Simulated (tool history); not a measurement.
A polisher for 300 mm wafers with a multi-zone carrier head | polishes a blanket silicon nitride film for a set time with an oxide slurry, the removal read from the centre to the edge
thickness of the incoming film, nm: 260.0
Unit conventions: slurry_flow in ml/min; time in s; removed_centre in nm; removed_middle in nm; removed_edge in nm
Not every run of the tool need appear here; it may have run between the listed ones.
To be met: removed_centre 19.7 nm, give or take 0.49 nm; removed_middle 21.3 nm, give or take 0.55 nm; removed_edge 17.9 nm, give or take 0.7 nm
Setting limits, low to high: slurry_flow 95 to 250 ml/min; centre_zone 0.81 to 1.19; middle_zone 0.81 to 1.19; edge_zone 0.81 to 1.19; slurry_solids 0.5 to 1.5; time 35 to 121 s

run,hour,slurry_flow,centre_zone,middle_zone,edge_zone,slurry_solids,time,removed_centre,removed_middle,removed_edge
1,0,160,1,1,1,1,78,36.49,36.112,36.094
2,0.7,160,1,1.02,0.95,0.85,70,30.512,30.677,28.628
3,9.2,160,1,1.02,0.99,0.85,70,30.574,31.047,29.778
4,14,160,1,0.96,0.99,0.85,70,30.706,28.941,29.266
5,18.7,160,0.98,0.97,0.94,0.75,67,26.888,27.097,26.079
6,22.3,165,0.98,0.98,0.91,0.7,64,25.469,24.994,24.031
7,30.4,150,0.94,1.08,0.81,0.5,54,17.022,19.212,15.926
8,38.2,195,0.96,1.07,0.86,0.5,54,18.333,19.881,17.034
9,45.8,200,0.97,1.08,0.87,0.5,54,18.45,19.816,17.195
10,53.1,200,0.98,1.1,0.88,0.5,54,18.625,20.284,17.094
11,53.8,205,0.99,1.11,0.89,0.5,54,18.851,20.632,17.218
12,62.5,210,1,1.11,0.9,0.5,54,19.255,20.543,17.21
13,71.4,210,1,1.11,0.91,0.5,54,19.136,20.706,17.779

Which of these 4 next moves meets every target?
A,80.3,175,1.04,1.18,0.95,0.5,55,?,?,?
B,80.3,195,0.97,1.09,0.95,0.5,54,?,?,?
C,80.3,175,0.93,1.05,0.97,0.5,58,?,?,?
D,80.3,205,0.97,1.09,0.92,0.5,54,?,?,?

move,removed_centre,removed_middle,removed_edge
A,19.764,21.396,17.942
B,18.408,19.948,17.847
C,18.604,20.424,19.142
D,18.553,20.088,17.672
A: each result inside its tolerance
B: further off than the last run
C: further off than the last run
D: further off than the last run
A is the move that brings every result within its allowed miss.
